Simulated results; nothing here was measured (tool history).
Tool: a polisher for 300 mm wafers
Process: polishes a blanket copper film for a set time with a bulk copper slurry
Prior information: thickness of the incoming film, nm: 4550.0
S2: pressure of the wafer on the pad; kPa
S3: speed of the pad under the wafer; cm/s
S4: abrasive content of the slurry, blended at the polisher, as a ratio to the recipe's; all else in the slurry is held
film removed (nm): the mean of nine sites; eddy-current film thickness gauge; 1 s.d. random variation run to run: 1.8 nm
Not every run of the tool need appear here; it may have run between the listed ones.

{"run": 1, "hour": 0.0, "flow of slurry (ml/min)": 235, "S2": 13.8, "S3": 122, "S4": 1, "polishing time (s)": 35, "film removed (nm)": 237.37}
{"run": 2, "hour": 5.7, "flow of slurry (ml/min)": 235, "S2": 13.8, "S3": 122, "S4": 1, "polishing time (s)": 35, "film removed (nm)": 236.44}
{"run": 3, "hour": 13.8, "flow of slurry (ml/min)": 235, "S2": 12.4, "S3": 122, "S4": 1, "polishing time (s)": 35, "film removed (nm)": 216.88}
{"run": 4, "hour": 20.5, "flow of slurry (ml/min)": 235, "S2": 12.4, "S3": 122, "S4": 1, "polishing time (s)": 35, "film removed (nm)": 214.52}
{"run": 5, "hour": 22.1, "flow of slurry (ml/min)": 235, "S2": 12.4, "S3": 122, "S4": 1, "polishing time (s)": 35, "film removed (nm)": 216.53}
{"run": 6, "hour": 25.4, "flow of slurry (ml/min)": 235, "S2": 12.4, "S3": 122, "S4": 1, "polishing time (s)": 35, "film removed (nm)": 215.51}
{"run": 7, "hour": 32.9, "flow of slurry (ml/min)": 235, "S2": 11.7, "S3": 122, "S4": 1, "polishing time (s)": 35, "film removed (nm)": 207.09}
{"run": 8, "hour": 41.6, "flow of slurry (ml/min)": 235, "S2": 11, "S3": 122, "S4": 1, "polishing time (s)": 35, "film removed (nm)": 196.29}
{"run": 9, "hour": 49.0, "flow of slurry (ml/min)": 235, "S2": 10.3, "S3": 122, "S4": 1, "polishing time (s)": 35, "film removed (nm)": 187.97}
{"run": 10, "hour": 53.2, "flow of slurry (ml/min)": 235, "S2": 9.7, "S3": 122, "S4": 1, "polishing time (s)": 35, "film removed (nm)": 178.49}

What will run 11 give?
{"run": 11, "hour": 59.0, "flow of slurry (ml/min)": 235, "S2": 9, "S3": 122, "S4": 1, "polishing time (s)": 35, "film removed (nm)": "?"}

film removed (nm): 170.87
